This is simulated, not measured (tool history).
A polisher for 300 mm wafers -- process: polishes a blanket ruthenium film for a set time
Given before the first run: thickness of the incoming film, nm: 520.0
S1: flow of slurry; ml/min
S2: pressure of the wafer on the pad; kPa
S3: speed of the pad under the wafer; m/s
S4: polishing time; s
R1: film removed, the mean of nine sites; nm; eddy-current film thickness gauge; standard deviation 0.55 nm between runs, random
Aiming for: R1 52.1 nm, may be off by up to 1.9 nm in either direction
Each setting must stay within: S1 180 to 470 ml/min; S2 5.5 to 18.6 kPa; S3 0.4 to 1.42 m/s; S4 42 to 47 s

{"run": 1, "day": 0.0, "S1": 300, "S2": 11.7, "S3": 0.9, "S4": 47, "R1": 36.138}
{"run": 2, "day": 0.05, "S1": 300, "S2": 12.4, "S3": 0.9, "S4": 47, "R1": 38.532}
{"run": 3, "day": 0.162, "S1": 300, "S2": 11, "S3": 0.9, "S4": 47, "R1": 34.485}
{"run": 4, "day": 0.317, "S1": 300, "S2": 11, "S3": 0.7, "S4": 47, "R1": 29.977}
{"run": 5, "day": 0.658, "S1": 300, "S2": 12.4, "S3": 0.7, "S4": 47, "R1": 32.683}
{"run": 6, "day": 1.017, "S1": 300, "S2": 13.1, "S3": 0.7, "S4": 47, "R1": 34.076}
{"run": 7, "day": 1.067, "S1": 300, "S2": 16.5, "S3": 0.72, "S4": 47, "R1": 44.054}
{"run": 8, "day": 1.383, "S1": 300, "S2": 17.9, "S3": 0.74, "S4": 47, "R1": 48.061}
{"day": 1.658, "done": "slurry nozzle cleaned"}
{"run": 9, "day": 1.658, "S1": 300, "S2": 18.6, "S3": 0.76, "S4": 47, "R1": 54.327}

Exactly one of the 5 candidate moves below puts every result within its allowed miss. Which one?
{"run": "A", "day": 1.933, "S1": 295, "S2": 17.9, "S3": 0.98, "S4": 43, "R1": "?"}
{"run": "B", "day": 1.933, "S1": 305, "S2": 18.6, "S3": 0.84, "S4": 46, "R1": "?"}
{"run": "C", "day": 1.933, "S1": 350, "S2": 18.6, "S3": 0.74, "S4": 45, "R1": "?"}
{"run": "D", "day": 1.933, "S1": 360, "S2": 18.6, "S3": 0.78, "S4": 47, "R1": "?"}
{"run": "E", "day": 1.933, "S1": 320, "S2": 18.6, "S3": 0.66, "S4": 45, "R1": "?"}

move=A R1=56.74
move=B R1=57.554
move=C R1=53.043
move=D R1=57.186
move=E R1=49.489
A: the biggest miss grows against the last run
B: the biggest miss grows against the last run
C: every result within its allowed miss
D: the biggest miss grows against the last run
E: takes the result that was furthest off past its target
C is the move that brings every result within its allowed miss.

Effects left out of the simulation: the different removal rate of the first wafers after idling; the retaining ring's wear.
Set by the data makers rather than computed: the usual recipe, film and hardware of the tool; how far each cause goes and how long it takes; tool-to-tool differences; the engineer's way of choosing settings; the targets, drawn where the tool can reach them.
